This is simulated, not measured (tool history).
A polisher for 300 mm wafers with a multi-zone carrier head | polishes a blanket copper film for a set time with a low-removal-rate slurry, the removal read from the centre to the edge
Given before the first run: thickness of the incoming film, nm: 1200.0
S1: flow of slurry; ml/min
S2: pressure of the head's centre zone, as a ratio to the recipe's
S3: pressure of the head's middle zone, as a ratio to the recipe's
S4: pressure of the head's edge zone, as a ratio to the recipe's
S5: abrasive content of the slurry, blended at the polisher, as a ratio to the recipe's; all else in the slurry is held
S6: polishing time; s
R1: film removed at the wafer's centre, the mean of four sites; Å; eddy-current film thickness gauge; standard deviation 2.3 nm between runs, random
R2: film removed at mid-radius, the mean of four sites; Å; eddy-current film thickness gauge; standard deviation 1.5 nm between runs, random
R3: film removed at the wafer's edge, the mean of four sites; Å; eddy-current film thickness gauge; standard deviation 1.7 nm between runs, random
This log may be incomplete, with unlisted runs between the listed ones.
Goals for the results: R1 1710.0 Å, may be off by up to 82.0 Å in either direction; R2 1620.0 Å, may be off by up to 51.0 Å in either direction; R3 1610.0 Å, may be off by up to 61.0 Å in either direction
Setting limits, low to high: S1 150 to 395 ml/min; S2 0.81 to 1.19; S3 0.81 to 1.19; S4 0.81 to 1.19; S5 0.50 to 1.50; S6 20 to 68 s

run 1 hour=0.0 | S1=250 S2=1.00 S3=1.00 S4=1.00 S5=1.00 S6=44 | R1=1048.6 R2=1058.6 R3=1031.2
run 2 hour=5.2 | S1=250 S2=1.00 S3=0.92 S4=1.00 S5=1.00 S6=44 | R1=1059.6 R2=973.2 R3=1037.7
run 3 hour=8.7 | S1=255 S2=1.02 S3=0.95 S4=1.03 S5=1.15 S6=47 | R1=1157.5 R2=1100.7 R3=1177.8
run 4 hour=12.6 | S1=230 S2=1.02 S3=0.95 S4=1.03 S5=1.15 S6=47 | R1=1156.2 R2=1080.2 R3=1154.4
run 5 hour=20.8 | S1=230 S2=1.02 S3=0.95 S4=1.03 S5=1.05 S6=47 | R1=1156.7 R2=1089.1 R3=1127.4
run 6 hour=26.0 | S1=230 S2=1.06 S3=0.98 S4=1.05 S5=1.15 S6=50 | R1=1281.7 R2=1200.7 R3=1230.0
run 7 hour=33.0 | S1=230 S2=1.06 S3=0.98 S4=1.05 S5=1.15 S6=50 | R1=1295.1 R2=1207.3 R3=1221.9
run 8 hour=39.8 | S1=245 S2=1.08 S3=1.00 S4=1.08 S5=1.25 S6=52 | R1=1375.2 R2=1284.0 R3=1327.5
run 9 hour=47.8 | S1=250 S2=1.10 S3=1.02 S4=1.09 S5=1.30 S6=54 | R1=1517.1 R2=1361.5 R3=1412.1
run 10 hour=50.9 | S1=285 S2=1.08 S3=1.12 S4=1.17 S5=1.50 S6=56 | R1=1627.4 R2=1628.7 R3=1602.2
run 11 hour=58.4 | S1=285 S2=1.09 S3=1.12 S4=1.17 S5=1.50 S6=56 | R1=1646.3 R2=1618.5 R3=1576.5
run 12 hour=65.1 | S1=285 S2=1.10 S3=1.12 S4=1.17 S5=1.50 S6=56 | R1=1612.4 R2=1641.3 R3=1548.0

Which of these 4 next moves meets every target?
run A hour=71.8 | S1=295 S2=1.19 S3=1.19 S4=1.11 S5=1.45 S6=56 | R1=? R2=? R3=?
run B hour=71.8 | S1=295 S2=1.04 S3=1.14 S4=1.11 S5=1.50 S6=54 | R1=? R2=? R3=?
run C hour=71.8 | S1=260 S2=1.16 S3=1.12 S4=1.10 S5=1.45 S6=56 | R1=? R2=? R3=?
run D hour=71.8 | S1=315 S2=1.13 S3=1.10 S4=1.19 S5=1.45 S6=57 | R1=? R2=? R3=?

move=A R1=1781.5 R2=1713.9 R3=1522.2
move=B R1=1510.3 R2=1605.4 R3=1479.5
move=C R1=1709.6 R2=1605.0 R3=1501.1
move=D R1=1732.4 R2=1641.0 R3=1615.8
A: brings the last run's worst result on target, with another outside its allowed miss
B: misses by more than the last run did
C: brings the last run's worst result on target, with another outside its allowed miss
D: in spec on every target
The move that meets every target is D.
